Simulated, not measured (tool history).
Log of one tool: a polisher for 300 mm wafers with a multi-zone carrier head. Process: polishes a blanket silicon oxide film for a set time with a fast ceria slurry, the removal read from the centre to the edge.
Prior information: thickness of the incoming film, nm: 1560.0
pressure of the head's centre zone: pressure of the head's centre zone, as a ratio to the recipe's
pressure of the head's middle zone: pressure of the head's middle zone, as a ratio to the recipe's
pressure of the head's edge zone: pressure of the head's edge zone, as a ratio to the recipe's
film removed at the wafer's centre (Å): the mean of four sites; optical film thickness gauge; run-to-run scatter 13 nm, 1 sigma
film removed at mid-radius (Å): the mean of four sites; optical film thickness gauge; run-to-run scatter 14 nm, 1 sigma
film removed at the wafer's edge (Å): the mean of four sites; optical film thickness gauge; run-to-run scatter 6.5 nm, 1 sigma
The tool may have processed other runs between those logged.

run  hour  flow of slurry (ml/min)  pressure of the head's centre zone  pressure of the head's middle zone  pressure of the head's edge zone  polishing time (s)  film removed at the wafer's centre (Å)  film removed at mid-radius (Å)  film removed at the wafer's edge (Å)
  1   0.0                      155                                1.00                                1.00                              1.00                  36                                  5738.0                          6387.3                                6485.5
  2   6.5                      170                                1.05                                1.05                              1.02                  38                                  6497.8                          7318.0                                6952.4
  3  14.7                      170                                1.05                                1.05                              1.07                  38                                  6641.0                          7300.5                                7060.3
  4  17.8                      180                                1.08                                1.07                              1.09                  39                                  6908.5                          7707.5                                7444.1
  5  20.6                      190                                1.12                                1.08                              1.07                  40                                  7325.9                          8073.1                                7599.1
  6  23.0                      190                                1.12                                1.08                              1.04                  40                                  7621.2                          8091.6                                7539.0
  7  28.4                      200                                1.13                                1.10                              1.05                  41                                  7829.3                          8198.8                                7789.4
     32.1  -- centre zone pressure recalibrated
  8  32.1                      195                                1.15                                1.12                              1.05                  42                                  9199.4                          8952.5                                7860.9

What will run 9 give?
  9  34.7                      205                                1.14                                1.13                              1.06                  42                                       ?                               ?                                     ?

For run 9 the tool returned film removed at the wafer's centre (Å) 9007.4, film removed at mid-radius (Å) 9044.1, film removed at the wafer's edge (Å) 8007.2.
